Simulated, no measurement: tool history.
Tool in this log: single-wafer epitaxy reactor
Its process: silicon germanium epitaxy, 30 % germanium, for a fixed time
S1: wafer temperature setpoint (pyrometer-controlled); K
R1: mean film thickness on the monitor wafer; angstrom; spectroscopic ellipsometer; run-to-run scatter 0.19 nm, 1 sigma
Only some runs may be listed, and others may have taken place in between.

run 1 hour=0.0 | S1=858.15 chamber_pressure_(Torr)=24.5 | R1=533.56
run 2 hour=5.8 | S1=868.15 chamber_pressure_(Torr)=24.5 | R1=651.31
run 3 hour=10.3 | S1=863.15 chamber_pressure_(Torr)=24.4 | R1=586.14
run 4 hour=14.2 | S1=859.15 chamber_pressure_(Torr)=24.3 | R1=539.84
run 5 hour=16.5 | S1=851.15 chamber_pressure_(Torr)=24.3 | R1=458.55
run 6 hour=21.1 | S1=850.15 chamber_pressure_(Torr)=24.3 | R1=451.84

Run 7 is up next; what results do you expect?
run 7 hour=25.0 | S1=849.15 chamber_pressure_(Torr)=24.3 | R1=?

R1: 442.83 angstrom
